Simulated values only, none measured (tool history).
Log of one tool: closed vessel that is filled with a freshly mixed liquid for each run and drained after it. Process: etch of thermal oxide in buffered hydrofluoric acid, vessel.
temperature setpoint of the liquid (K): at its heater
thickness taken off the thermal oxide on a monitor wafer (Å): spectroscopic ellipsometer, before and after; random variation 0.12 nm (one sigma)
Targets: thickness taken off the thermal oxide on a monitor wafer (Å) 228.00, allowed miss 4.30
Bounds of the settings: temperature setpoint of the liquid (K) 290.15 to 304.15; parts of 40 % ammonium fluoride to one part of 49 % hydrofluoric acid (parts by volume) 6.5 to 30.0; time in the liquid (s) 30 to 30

run	hour	temperature setpoint of the liquid (K)	parts of 40 % ammonium fluoride to one part of 49 % hydrofluoric acid (parts by volume)	time in the liquid (s)	thickness taken off the thermal oxide on a monitor wafer (Å)
1	0.0	296.15	18.5	30	184.76
2	1.6	296.15	15.5	30	217.41
3	9.0	296.15	21.0	30	164.27
4	10.0	297.65	21.0	30	178.42
5	19.1	294.65	21.0	30	152.51
6	23.8	296.65	21.0	30	171.64
7	25.6	297.65	21.0	30	180.36
8	34.5	298.65	21.0	30	189.75
9	43.7	299.65	21.0	30	199.71
10	48.9	300.15	21.0	30	205.89
11	52.4	300.65	21.0	30	208.28
12	56.6	301.15	21.0	30	218.32
13	59.9	301.65	21.0	30	221.87

Which of these 4 next moves meets every target?
A	63.2	301.65	21.5	30	?
B	63.2	299.15	17.5	30	?
C	63.2	302.15	22.5	30	?
D	63.2	301.65	22.0	30	?

move	thickness taken off the thermal oxide on a monitor wafer (Å)
A	217.63
B	228.08
C	216.65
D	214.23
A: further off than the last run
B: meets every target
C: further off than the last run
D: further off than the last run
The right move is B.

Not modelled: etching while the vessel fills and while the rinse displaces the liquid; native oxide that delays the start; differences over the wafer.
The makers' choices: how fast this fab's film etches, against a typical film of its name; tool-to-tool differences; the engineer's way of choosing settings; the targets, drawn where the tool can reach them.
